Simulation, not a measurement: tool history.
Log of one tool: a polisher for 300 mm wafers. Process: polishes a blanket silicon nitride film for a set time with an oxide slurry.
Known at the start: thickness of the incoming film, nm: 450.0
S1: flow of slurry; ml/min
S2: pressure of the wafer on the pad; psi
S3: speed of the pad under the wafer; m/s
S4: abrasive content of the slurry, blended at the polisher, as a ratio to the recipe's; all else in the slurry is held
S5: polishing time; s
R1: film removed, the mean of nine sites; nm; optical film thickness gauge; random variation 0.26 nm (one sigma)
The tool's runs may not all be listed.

run  hour   S1   S2    S3   S4  S5      R1
  1   0.0  170  4.1  1.40  1.0  51  54.132
  2   6.7  165  3.3  1.32  1.0  51  42.674
  3  11.5  160  2.8  1.24  1.0  51  35.230
  4  19.9  155  2.5  1.22  1.0  51  31.947
  5  21.0  155  3.4  1.22  1.0  51  40.818
  6  21.5  155  2.9  1.20  1.0  51  35.148

Run 7 comes next. What will it give?
  7  30.1  145  1.9  1.18  1.0  51   ?

{"run 7": {"R1": 24.936}}

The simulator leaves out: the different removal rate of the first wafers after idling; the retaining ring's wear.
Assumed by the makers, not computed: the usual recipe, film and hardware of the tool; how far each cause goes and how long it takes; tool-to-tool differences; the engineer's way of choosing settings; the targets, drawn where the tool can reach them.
